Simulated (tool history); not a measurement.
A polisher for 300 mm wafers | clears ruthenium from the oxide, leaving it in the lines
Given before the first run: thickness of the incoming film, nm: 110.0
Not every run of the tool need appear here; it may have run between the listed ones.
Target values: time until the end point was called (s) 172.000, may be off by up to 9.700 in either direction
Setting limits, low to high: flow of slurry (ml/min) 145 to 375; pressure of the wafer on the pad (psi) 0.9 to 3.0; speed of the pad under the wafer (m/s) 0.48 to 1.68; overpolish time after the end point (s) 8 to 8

run,hour,flow of slurry (ml/min),pressure of the wafer on the pad (psi),speed of the pad under the wafer (m/s),overpolish time after the end point (s),time until the end point was called (s)
1,0.0,240,1.9,1.08,8,84.502
2,4.0,240,2.4,1.08,8,66.320
3,13.0,240,2.2,1.04,8,74.381
4,20.9,240,2.0,1.00,8,84.524
5,28.8,240,2.0,1.00,8,85.974
6,29.7,285,2.0,1.00,8,84.388
7,36.5,285,1.9,0.98,8,88.551
8,42.0,285,1.8,0.96,8,92.432
9,43.4,275,1.2,0.66,8,194.290

4 candidate next runs follow, results not yet known. Just one meets every target within its allowed miss. Identify it.
A,44.8,290,1.3,0.78,8,?
B,44.8,215,1.3,0.74,8,?
C,44.8,275,1.2,0.64,8,?
D,44.8,305,0.9,0.84,8,?

move,time until the end point was called (s)
A,157.130
B,169.340
C,199.340
D,208.710
A: carries the result that was furthest off beyond its target, to the other side
B: hits every target within its allowed miss
C: lands further from the targets than the last run did
D: lands further from the targets than the last run did
Move B is the one to make.
